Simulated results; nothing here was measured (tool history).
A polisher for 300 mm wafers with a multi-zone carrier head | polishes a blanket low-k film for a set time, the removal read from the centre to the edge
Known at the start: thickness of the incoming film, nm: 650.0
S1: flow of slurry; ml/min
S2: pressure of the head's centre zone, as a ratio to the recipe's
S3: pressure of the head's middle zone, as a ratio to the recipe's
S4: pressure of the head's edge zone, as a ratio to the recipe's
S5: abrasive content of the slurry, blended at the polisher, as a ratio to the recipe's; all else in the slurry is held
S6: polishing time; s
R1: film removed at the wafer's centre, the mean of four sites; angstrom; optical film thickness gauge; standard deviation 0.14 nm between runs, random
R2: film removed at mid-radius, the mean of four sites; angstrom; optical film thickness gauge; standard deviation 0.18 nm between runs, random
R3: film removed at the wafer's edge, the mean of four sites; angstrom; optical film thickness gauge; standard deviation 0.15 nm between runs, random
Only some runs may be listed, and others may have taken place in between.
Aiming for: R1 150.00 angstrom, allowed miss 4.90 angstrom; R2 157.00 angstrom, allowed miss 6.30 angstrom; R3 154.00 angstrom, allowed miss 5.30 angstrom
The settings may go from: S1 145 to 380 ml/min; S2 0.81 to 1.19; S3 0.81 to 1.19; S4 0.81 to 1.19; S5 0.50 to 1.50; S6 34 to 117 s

run,hour,S1,S2,S3,S4,S5,S6,R1,R2,R3
1,0.0,245,1.00,1.00,1.00,1.00,75,207.60,219.99,215.44
2,1.5,245,1.08,1.00,1.00,1.00,75,224.61,217.53,212.59
3,8.3,245,1.11,1.00,1.00,1.00,75,233.57,217.96,215.17
4,8.8,245,1.08,0.98,0.98,0.90,74,207.82,199.87,194.77
5,12.2,245,1.08,1.05,0.98,0.90,74,212.77,210.66,196.46
6,14.0,240,1.05,1.01,0.96,0.85,74,198.56,192.01,190.14
7,17.9,250,1.02,1.02,0.94,0.80,73,182.55,183.18,180.27
8,18.5,250,1.00,1.03,0.92,0.75,73,175.33,182.04,170.29
9,26.1,245,0.98,1.01,0.90,0.75,73,172.94,176.28,167.15
10,31.8,240,0.96,0.99,0.89,0.75,73,164.37,174.71,165.11
11,37.7,235,0.95,0.97,0.88,0.75,73,162.58,173.90,161.86
12,40.0,235,0.94,0.94,0.88,0.75,73,161.40,166.38,162.06
13,48.9,230,0.93,0.93,0.87,0.75,73,158.30,164.47,163.35
14,56.7,225,0.92,0.93,0.86,0.75,73,157.61,166.31,163.86
15,62.8,225,0.92,0.93,0.85,0.75,73,154.89,165.08,159.04
16,64.8,220,0.92,0.92,0.84,0.75,73,155.53,158.45,162.43
17,68.4,225,0.92,0.92,0.83,0.75,73,159.80,164.26,160.87
18,69.6,220,0.92,0.92,0.83,0.75,73,153.58,161.81,157.84
19,77.5,215,0.92,0.92,0.83,0.75,73,154.59,162.24,158.53
# hour 82.2: slurry nozzle cleaned
20,82.2,210,0.92,0.92,0.83,0.75,73,163.03,171.77,164.83
21,90.3,210,0.90,0.89,0.82,0.60,73,137.23,143.86,139.55

Next run, 5 choices. One meets every target within its allowed miss, the rest don't. Which?
A,98.4,270,0.81,1.00,0.87,1.00,49,?,?,?
B,98.4,210,0.89,0.89,0.82,0.70,72,?,?,?
C,98.4,355,1.01,1.12,0.81,0.50,74,?,?,?
D,98.4,285,1.03,1.04,0.81,0.50,79,?,?,?
E,98.4,275,1.05,0.91,0.81,0.55,76,?,?,?

move,R1,R2,R3
A,118.48,147.73,136.25
B,149.32,154.84,154.08
C,142.80,155.64,125.94
D,151.98,153.24,132.52
E,160.97,143.15,138.19
A: lands further from the targets than the last run did
B: all results in spec
C: lands further from the targets than the last run did
D: lands further from the targets than the last run did
E: lands further from the targets than the last run did
The right move is B.
